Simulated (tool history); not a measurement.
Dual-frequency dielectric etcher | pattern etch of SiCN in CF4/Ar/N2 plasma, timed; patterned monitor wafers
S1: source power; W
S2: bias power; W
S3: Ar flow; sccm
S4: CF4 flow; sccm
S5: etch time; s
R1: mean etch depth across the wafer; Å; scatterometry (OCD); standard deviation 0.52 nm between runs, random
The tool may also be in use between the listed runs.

| run | day | S1 | S2 | S3 | S4 | S5 | R1 |
|---|---|---|---|---|---|---|---|
| 1 | 0.000 | 570 | 94 | 125 | 42 | 65 | 730.89 |
| 2 | 0.025 | 630 | 95 | 125 | 42 | 65 | 791.26 |
| 3 | 0.300 | 670 | 97 | 124 | 42 | 65 | 845.88 |
| 4 | 0.425 | 670 | 97 | 124 | 35 | 65 | 805.89 |
| 5 | 0.546 | 670 | 97 | 124 | 42 | 65 | 841.91 |
| 6 | 0.908 | 620 | 97 | 124 | 42 | 65 | 798.92 |
| 7 | 1.242 | 660 | 99 | 124 | 42 | 65 | 833.72 |
| 8 | 1.608 | 690 | 102 | 123 | 42 | 65 | 879.52 |

Estimate the outcome of run 9 from the log above:
| 9 | 1.704 | 720 | 103 | 123 | 42 | 65 | ? |

Run 9 gave R1 921.80 Å.

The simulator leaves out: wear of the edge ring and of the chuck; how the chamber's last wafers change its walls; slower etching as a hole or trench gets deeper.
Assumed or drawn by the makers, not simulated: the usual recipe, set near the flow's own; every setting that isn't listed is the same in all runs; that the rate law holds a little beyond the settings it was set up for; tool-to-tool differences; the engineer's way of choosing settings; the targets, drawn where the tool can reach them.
